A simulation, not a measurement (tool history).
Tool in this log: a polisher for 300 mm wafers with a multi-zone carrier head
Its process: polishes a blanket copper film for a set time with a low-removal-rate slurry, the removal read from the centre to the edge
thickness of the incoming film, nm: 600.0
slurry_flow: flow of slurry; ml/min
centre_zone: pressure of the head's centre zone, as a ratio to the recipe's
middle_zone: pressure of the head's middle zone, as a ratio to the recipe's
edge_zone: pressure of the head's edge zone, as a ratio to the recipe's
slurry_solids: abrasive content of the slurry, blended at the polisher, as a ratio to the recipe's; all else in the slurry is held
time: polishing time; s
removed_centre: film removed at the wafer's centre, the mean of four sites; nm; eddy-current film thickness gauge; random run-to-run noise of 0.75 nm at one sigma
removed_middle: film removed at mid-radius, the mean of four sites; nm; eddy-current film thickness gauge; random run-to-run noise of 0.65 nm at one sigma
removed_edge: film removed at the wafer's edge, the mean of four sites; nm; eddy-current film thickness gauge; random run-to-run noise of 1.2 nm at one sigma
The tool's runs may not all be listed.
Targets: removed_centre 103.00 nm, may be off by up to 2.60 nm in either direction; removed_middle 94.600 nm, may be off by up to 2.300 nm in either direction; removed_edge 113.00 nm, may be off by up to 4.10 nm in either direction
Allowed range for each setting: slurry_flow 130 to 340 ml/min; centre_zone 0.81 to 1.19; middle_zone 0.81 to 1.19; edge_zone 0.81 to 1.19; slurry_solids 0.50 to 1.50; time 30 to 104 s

run,hour,slurry_flow,centre_zone,middle_zone,edge_zone,slurry_solids,time,removed_centre,removed_middle,removed_edge
1,0.0,220,1.00,1.00,1.00,1.00,67,173.37,174.300,175.67
2,4.7,220,1.00,1.00,1.00,0.90,67,172.24,170.130,168.81
3,5.8,210,0.98,0.97,1.01,0.85,64,156.32,154.430,159.45
4,14.6,210,1.03,0.97,1.01,0.85,64,166.10,155.150,161.38
5,21.3,200,1.01,0.94,1.01,0.80,61,151.26,141.090,149.86
6,27.2,200,1.01,0.94,1.01,0.80,75,185.96,174.660,183.47
7,29.9,195,0.99,0.92,1.01,0.75,70,167.06,155.220,171.27
8,37.9,190,0.97,0.90,0.99,0.70,66,152.60,142.920,154.51
9,40.4,185,0.96,0.88,1.00,0.65,63,142.17,131.380,147.78
10,47.9,180,0.95,0.87,1.00,0.60,61,133.63,122.830,142.60
11,52.7,175,0.94,0.86,0.99,0.60,59,126.70,117.330,134.59
12,61.1,170,0.93,0.85,0.99,0.60,58,121.06,113.470,132.87
13,63.3,165,0.93,0.84,0.98,0.60,57,120.56,110.880,129.12
14,70.0,160,0.93,0.83,0.98,0.60,56,117.13,107.300,126.65
15,70.7,155,0.93,0.83,0.98,0.60,55,114.06,104.370,124.73

4 next moves are on the table. One of them brings every result within its allowed miss. Which?
A,71.4,170,1.09,0.91,0.81,0.65,52,?,?,?
B,71.4,150,0.91,0.87,0.97,0.70,49,?,?,?
C,71.4,165,0.86,0.84,1.01,0.60,53,?,?,?
D,71.4,200,0.90,0.81,0.96,0.50,51,?,?,?

move,removed_centre,removed_middle,removed_edge
A,130.33,109.920,109.94
B,102.00,99.723,111.15
C,102.33,102.790,119.39
D,101.96,94.687,110.41
A: lands further from the targets than the last run did
B: gets the furthest-off result to its target, but another result is out of tolerance
C: gets the furthest-off result to its target, but another result is out of tolerance
D: all results land within tolerance of their targets
Go with D: it meets all targets.

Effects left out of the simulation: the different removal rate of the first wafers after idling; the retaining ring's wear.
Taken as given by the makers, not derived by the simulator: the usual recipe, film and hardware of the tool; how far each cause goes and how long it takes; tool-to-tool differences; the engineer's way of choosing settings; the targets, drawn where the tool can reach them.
